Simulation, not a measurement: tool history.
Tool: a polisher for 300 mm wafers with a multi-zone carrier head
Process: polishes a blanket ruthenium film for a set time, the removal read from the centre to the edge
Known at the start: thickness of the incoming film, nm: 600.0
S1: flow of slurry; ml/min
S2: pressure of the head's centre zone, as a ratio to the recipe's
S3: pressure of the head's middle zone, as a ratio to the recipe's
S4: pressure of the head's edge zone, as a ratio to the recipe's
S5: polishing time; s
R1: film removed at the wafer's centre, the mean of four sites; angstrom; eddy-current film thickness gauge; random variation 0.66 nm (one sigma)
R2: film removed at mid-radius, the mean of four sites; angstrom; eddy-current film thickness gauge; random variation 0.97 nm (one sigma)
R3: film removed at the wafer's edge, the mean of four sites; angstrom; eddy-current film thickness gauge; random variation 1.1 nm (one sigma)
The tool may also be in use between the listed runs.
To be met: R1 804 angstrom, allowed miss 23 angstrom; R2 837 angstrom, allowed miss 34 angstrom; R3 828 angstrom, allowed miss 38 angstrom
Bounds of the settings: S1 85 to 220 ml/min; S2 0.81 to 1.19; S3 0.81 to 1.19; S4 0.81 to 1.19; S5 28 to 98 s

{"run": 1, "hour": 0.0, "S1": 140, "S2": 1, "S3": 1, "S4": 1, "S5": 63, "R1": 675.47, "R2": 667.53, "R3": 681.84}
{"run": 2, "hour": 7.1, "S1": 145, "S2": 1, "S3": 1.01, "S4": 1.02, "S5": 64, "R1": 699.79, "R2": 689.79, "R3": 688.46}
{"run": 3, "hour": 11.8, "S1": 145, "S2": 0.99, "S3": 1.01, "S4": 1.02, "S5": 65, "R1": 695.18, "R2": 722.92, "R3": 707}
{"run": 4, "hour": 16.9, "S1": 145, "S2": 1.04, "S3": 1.01, "S4": 1.02, "S5": 65, "R1": 735.29, "R2": 713.27, "R3": 714.41}
{"run": 5, "hour": 23.7, "S1": 150, "S2": 1.04, "S3": 1.01, "S4": 1.04, "S5": 66, "R1": 743.16, "R2": 721.51, "R3": 723.88}
{"run": 6, "hour": 26.1, "S1": 150, "S2": 1.04, "S3": 1.01, "S4": 1.05, "S5": 67, "R1": 760.43, "R2": 725.37, "R3": 764.46}
{"run": 7, "hour": 30.9, "S1": 155, "S2": 1.04, "S3": 1.02, "S4": 1.06, "S5": 67, "R1": 765.09, "R2": 747.67, "R3": 755.64}
{"run": 8, "hour": 34.9, "S1": 160, "S2": 1.04, "S3": 1.02, "S4": 1.07, "S5": 67, "R1": 764.3, "R2": 750.12, "R3": 759.69}

5 next moves are on the table. One of them brings every result within its allowed miss. Which?
{"run": "A", "hour": 38.9, "S1": 165, "S2": 1.02, "S3": 1.11, "S4": 1.14, "S5": 71, "R1": "?", "R2": "?", "R3": "?"}
{"run": "B", "hour": 38.9, "S1": 180, "S2": 0.96, "S3": 1.14, "S4": 1.03, "S5": 74, "R1": "?", "R2": "?", "R3": "?"}
{"run": "C", "hour": 38.9, "S1": 140, "S2": 1.05, "S3": 1.11, "S4": 1.06, "S5": 75, "R1": "?", "R2": "?", "R3": "?"}
{"run": "D", "hour": 38.9, "S1": 160, "S2": 0.96, "S3": 1.15, "S4": 1.01, "S5": 76, "R1": "?", "R2": "?", "R3": "?"}
{"run": "E", "hour": 38.9, "S1": 115, "S2": 1.07, "S3": 1.11, "S4": 1.08, "S5": 77, "R1": "?", "R2": "?", "R3": "?"}

move=A R1=816.78 R2=824.08 R3=821.35
move=B R1=814.98 R2=885.98 R3=822.6
move=C R1=855.2 R2=841.69 R3=816.16
move=D R1=817.24 R2=895.28 R3=823.76
move=E R1=845.58 R2=822.23 R3=816.73
A: meets every target
B: takes the result that was furthest off past its target
C: brings the result that was furthest off to its target, and leaves another outside
D: takes the result that was furthest off past its target
E: brings the result that was furthest off to its target, and leaves another outside
Move A is the one to make.
